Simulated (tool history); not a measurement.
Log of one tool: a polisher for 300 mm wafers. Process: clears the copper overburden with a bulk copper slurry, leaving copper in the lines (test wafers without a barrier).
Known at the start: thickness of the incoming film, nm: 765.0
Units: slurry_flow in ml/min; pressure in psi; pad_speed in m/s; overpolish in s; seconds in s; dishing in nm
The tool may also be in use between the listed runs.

| run | day | slurry_flow | pressure | pad_speed | slurry_solids | overpolish | seconds | dishing |
|---|---|---|---|---|---|---|---|---|
| 1 | 0.000 | 295 | 1.8 | 1.32 | 1.00 | 21 | 120.66 | 43.4500 |
| 2 | 0.054 | 295 | 1.5 | 1.18 | 1.00 | 17 | 156.32 | 35.4060 |
| 3 | 0.288 | 220 | 1.5 | 1.18 | 1.00 | 17 | 163.31 | 35.3460 |
| 4 | 0.562 | 290 | 1.3 | 1.02 | 1.10 | 14 | 199.70 | 27.6640 |
| 5 | 0.833 | 340 | 1.2 | 0.94 | 1.20 | 12 | 220.62 | 23.4320 |
| 6 | 1.033 | 375 | 1.1 | 0.90 | 1.30 | 10 | 248.03 | 18.3270 |
| 7 | 1.292 | 400 | 1.0 | 0.90 | 1.35 | 9 | 263.27 | 17.1640 |
| 8 | 1.562 | 420 | 0.9 | 0.90 | 1.40 | 8 | 283.00 | 13.9820 |
| 9 | 1.712 | 420 | 0.9 | 0.90 | 1.40 | 8 | 280.74 | 14.2670 |
| 10 | 2.071 | 435 | 0.9 | 0.90 | 1.45 | 7 | 279.14 | 12.8980 |
| 11 | 2.275 | 445 | 0.9 | 0.90 | 1.45 | 7 | 276.57 | 12.3410 |
| 12 | 2.458 | 450 | 0.9 | 0.90 | 1.45 | 7 | 278.01 | 13.4750 |
| 13 | 2.812 | 455 | 0.9 | 0.90 | 1.45 | 7 | 278.68 | 12.7440 |
| 14 | 2.833 | 460 | 0.9 | 0.90 | 1.45 | 7 | 274.88 | 13.3030 |
| 15 | 2.938 | 375 | 0.9 | 1.02 | 1.45 | 6 | 248.12 | 12.4000 |
| 16 | 3.154 | 290 | 0.8 | 0.86 | 1.40 | 6 | 334.55 | 9.7582 |
| 17 | 3.396 | 305 | 0.8 | 0.86 | 1.40 | 6 | 331.89 | 9.6388 |

Run 18 comes next. What will it give?
| 18 | 3.650 | 320 | 0.8 | 0.86 | 1.40 | 6 | ? | ? |

seconds: 329.16 s
dishing: 9.6301 nm
